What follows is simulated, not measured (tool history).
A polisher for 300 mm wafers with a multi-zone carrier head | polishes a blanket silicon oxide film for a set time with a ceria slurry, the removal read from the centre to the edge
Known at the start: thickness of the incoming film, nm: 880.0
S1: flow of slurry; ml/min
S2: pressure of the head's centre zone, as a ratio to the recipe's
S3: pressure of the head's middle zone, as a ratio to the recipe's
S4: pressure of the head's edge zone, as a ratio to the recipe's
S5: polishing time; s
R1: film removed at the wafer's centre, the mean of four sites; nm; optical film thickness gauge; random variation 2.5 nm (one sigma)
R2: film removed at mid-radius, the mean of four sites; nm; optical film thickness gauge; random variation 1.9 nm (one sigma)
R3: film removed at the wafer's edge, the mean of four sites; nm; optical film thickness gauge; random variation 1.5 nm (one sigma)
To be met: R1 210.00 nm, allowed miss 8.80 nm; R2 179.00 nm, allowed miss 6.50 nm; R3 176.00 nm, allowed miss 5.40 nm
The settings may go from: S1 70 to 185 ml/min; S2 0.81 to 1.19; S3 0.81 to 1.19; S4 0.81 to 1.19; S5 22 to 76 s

{"run": 1, "hour": 0.0, "S1": 120, "S2": 1.0, "S3": 1.0, "S4": 1.0, "S5": 49, "R1": 286.01, "R2": 287.66, "R3": 290.53}
{"run": 2, "hour": 1.3, "S1": 120, "S2": 1.0, "S3": 1.0, "S4": 0.97, "S5": 49, "R1": 285.12, "R2": 282.35, "R3": 292.43}
{"run": 3, "hour": 5.8, "S1": 120, "S2": 1.05, "S3": 1.02, "S4": 0.96, "S5": 42, "R1": 261.3, "R2": 250.71, "R3": 244.49}
{"run": 4, "hour": 11.6, "S1": 115, "S2": 1.07, "S3": 1.01, "S4": 0.94, "S5": 39, "R1": 241.54, "R2": 227.06, "R3": 224.54}
{"run": 5, "hour": 15.3, "S1": 115, "S2": 1.1, "S3": 1.01, "S4": 0.94, "S5": 39, "R1": 247.9, "R2": 229.46, "R3": 224.84}
{"run": 6, "hour": 20.1, "S1": 115, "S2": 1.1, "S3": 1.01, "S4": 0.94, "S5": 34, "R1": 217.26, "R2": 199.06, "R3": 193.65}
{"run": 7, "hour": 28.1, "S1": 110, "S2": 1.12, "S3": 1.0, "S4": 0.92, "S5": 33, "R1": 218.99, "R2": 188.65, "R3": 188.16}
{"run": 8, "hour": 33.0, "S1": 90, "S2": 1.12, "S3": 1.02, "S4": 0.84, "S5": 32, "R1": 188.27, "R2": 177.97, "R3": 170.01}
{"run": 9, "hour": 38.2, "S1": 95, "S2": 1.13, "S3": 1.01, "S4": 0.85, "S5": 32, "R1": 200.41, "R2": 178.41, "R3": 170.33}
{"run": 10, "hour": 41.5, "S1": 95, "S2": 1.13, "S3": 1.0, "S4": 0.86, "S5": 32, "R1": 199.77, "R2": 173.03, "R3": 171.3}

Which of these 4 next moves meets every target?
{"run": "A", "hour": 44.8, "S1": 90, "S2": 1.13, "S3": 1.02, "S4": 0.84, "S5": 32, "R1": "?", "R2": "?", "R3": "?"}
{"run": "B", "hour": 44.8, "S1": 105, "S2": 1.19, "S3": 1.04, "S4": 0.83, "S5": 30, "R1": "?", "R2": "?", "R3": "?"}
{"run": "C", "hour": 44.8, "S1": 90, "S2": 1.1, "S3": 0.99, "S4": 0.88, "S5": 32, "R1": "?", "R2": "?", "R3": "?"}
{"run": "D", "hour": 44.8, "S1": 95, "S2": 1.19, "S3": 1.01, "S4": 0.89, "S5": 32, "R1": "?", "R2": "?", "R3": "?"}

move=A R1=193.46 R2=175.31 R3=170.62
move=B R1=202.75 R2=175.77 R3=164.83
move=C R1=188.25 R2=170.97 R3=173.33
move=D R1=208.34 R2=177.12 R3=176.14
A: further off than the last run
B: brings the result that was furthest off to its target, and leaves another outside
C: further off than the last run
D: meets every target
The right move is D.
